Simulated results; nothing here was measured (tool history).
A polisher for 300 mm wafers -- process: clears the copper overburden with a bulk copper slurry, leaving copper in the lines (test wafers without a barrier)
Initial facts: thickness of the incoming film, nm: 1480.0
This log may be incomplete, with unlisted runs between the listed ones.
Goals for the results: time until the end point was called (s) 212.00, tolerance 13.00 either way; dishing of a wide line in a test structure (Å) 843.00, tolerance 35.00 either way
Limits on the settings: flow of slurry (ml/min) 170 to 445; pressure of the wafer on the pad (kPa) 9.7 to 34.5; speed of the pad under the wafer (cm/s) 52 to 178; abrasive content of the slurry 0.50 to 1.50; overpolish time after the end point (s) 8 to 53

run	hour	flow of slurry (ml/min)	pressure of the wafer on the pad (kPa)	speed of the pad under the wafer (cm/s)	abrasive content of the slurry	overpolish time after the end point (s)	time until the end point was called (s)	dishing of a wide line in a test structure (Å)
1	0.0	285	22.1	114	1.00	27	110.81	910.43
2	4.5	325	22.1	114	1.00	27	108.77	920.87
3	11.5	330	19.3	108	1.00	33	128.32	875.02
4	18.5	285	19.3	108	1.00	33	130.54	865.31
5	22.2	285	19.3	88	1.00	33	161.30	841.51
6	22.9	285	24.1	88	1.00	33	127.40	936.54
7	31.8	290	22.8	82	1.00	37	143.56	941.87
8	37.3	290	21.4	80	1.00	39	161.02	894.29

4 next moves are on the table. One of them brings every result within its allowed miss. Which?
A	42.8	190	20.7	116	1.05	30	?	?
B	42.8	275	20.0	120	1.20	21	?	?
C	42.8	300	20.0	56	0.90	45	?	?
D	42.8	275	18.6	68	0.95	43	?	?

move	time until the end point was called (s)	dishing of a wide line in a test structure (Å)
A	119.20	913.92
B	110.71	857.80
C	239.49	855.82
D	213.49	853.35
A: further off than the last run
B: further off than the last run
C: the result that was furthest off in the last run now lies on the other side of its target
D: hits every target within its allowed miss
Go with D: it meets all targets.

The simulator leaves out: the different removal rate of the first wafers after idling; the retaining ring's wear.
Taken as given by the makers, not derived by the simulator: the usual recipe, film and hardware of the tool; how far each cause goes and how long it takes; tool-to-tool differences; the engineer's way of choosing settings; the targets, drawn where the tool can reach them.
